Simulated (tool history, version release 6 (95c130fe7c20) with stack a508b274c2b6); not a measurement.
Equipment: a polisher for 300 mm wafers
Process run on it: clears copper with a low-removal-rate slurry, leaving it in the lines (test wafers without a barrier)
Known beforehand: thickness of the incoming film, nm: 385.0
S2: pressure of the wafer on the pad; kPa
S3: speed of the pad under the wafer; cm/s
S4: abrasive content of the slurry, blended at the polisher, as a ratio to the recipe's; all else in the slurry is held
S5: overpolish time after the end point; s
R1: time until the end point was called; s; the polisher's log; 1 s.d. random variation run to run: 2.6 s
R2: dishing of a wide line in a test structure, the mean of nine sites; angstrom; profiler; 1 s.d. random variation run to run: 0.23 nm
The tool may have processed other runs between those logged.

{"run": 1, "hour": 0.0, "flow of slurry (ml/min)": 255, "S2": 14.5, "S3": 124, "S4": 1.0, "S5": 21, "R1": 180.63, "R2": 295.87}
{"run": 2, "hour": 3.8, "flow of slurry (ml/min)": 220, "S2": 14.5, "S3": 124, "S4": 1.0, "S5": 21, "R1": 177.49, "R2": 287.69}
{"run": 3, "hour": 5.0, "flow of slurry (ml/min)": 220, "S2": 13.1, "S3": 124, "S4": 1.0, "S5": 21, "R1": 197.4, "R2": 273.08}
{"run": 4, "hour": 7.9, "flow of slurry (ml/min)": 220, "S2": 13.1, "S3": 124, "S4": 1.0, "S5": 20, "R1": 200.83, "R2": 256.47}
{"run": 5, "hour": 12.5, "flow of slurry (ml/min)": 220, "S2": 13.1, "S3": 124, "S4": 1.0, "S5": 19, "R1": 197.91, "R2": 247.2}
{"run": 6, "hour": 21.1, "flow of slurry (ml/min)": 220, "S2": 13.1, "S3": 124, "S4": 1.0, "S5": 18, "R1": 199.35, "R2": 241.22}
{"run": 7, "hour": 28.3, "flow of slurry (ml/min)": 230, "S2": 13.1, "S3": 126, "S4": 1.0, "S5": 9, "R1": 195.4, "R2": 128.73}
{"run": 8, "hour": 29.5, "flow of slurry (ml/min)": 230, "S2": 13.1, "S3": 126, "S4": 1.0, "S5": 10, "R1": 191.51, "R2": 143.9}
{"run": 9, "hour": 36.8, "flow of slurry (ml/min)": 230, "S2": 13.1, "S3": 126, "S4": 1.0, "S5": 11, "R1": 193.84, "R2": 158.27}

Expected results for the next run?
{"run": 10, "hour": 37.9, "flow of slurry (ml/min)": 230, "S2": 12.4, "S3": 128, "S4": 1.0, "S5": 12, "R1": "?", "R2": "?"}

Run 10 measured R1 198.65 s, R2 158.76 angstrom.
